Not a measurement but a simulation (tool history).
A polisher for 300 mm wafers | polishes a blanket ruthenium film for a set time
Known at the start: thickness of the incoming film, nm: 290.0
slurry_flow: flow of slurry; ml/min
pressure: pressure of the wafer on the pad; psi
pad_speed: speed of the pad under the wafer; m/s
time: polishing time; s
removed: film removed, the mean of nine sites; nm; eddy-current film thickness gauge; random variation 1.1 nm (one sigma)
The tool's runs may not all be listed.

run	hour	slurry_flow	pressure	pad_speed	time	removed
1	0.0	190	2.4	1.20	59	74.933
2	1.8	190	2.4	1.32	59	82.164
3	3.1	190	2.5	1.32	59	84.431
4	11.3	190	2.0	1.32	59	68.103
5	12.8	215	2.0	1.32	59	69.356
6	20.6	215	2.2	1.32	59	75.937
7	22.1	215	2.4	1.32	59	83.142
8	29.4	215	2.5	1.32	59	86.820

Run 9 comes next. What will it give?
9	30.9	215	2.6	1.32	59	?

{"run 9": {"removed": 89.469}}

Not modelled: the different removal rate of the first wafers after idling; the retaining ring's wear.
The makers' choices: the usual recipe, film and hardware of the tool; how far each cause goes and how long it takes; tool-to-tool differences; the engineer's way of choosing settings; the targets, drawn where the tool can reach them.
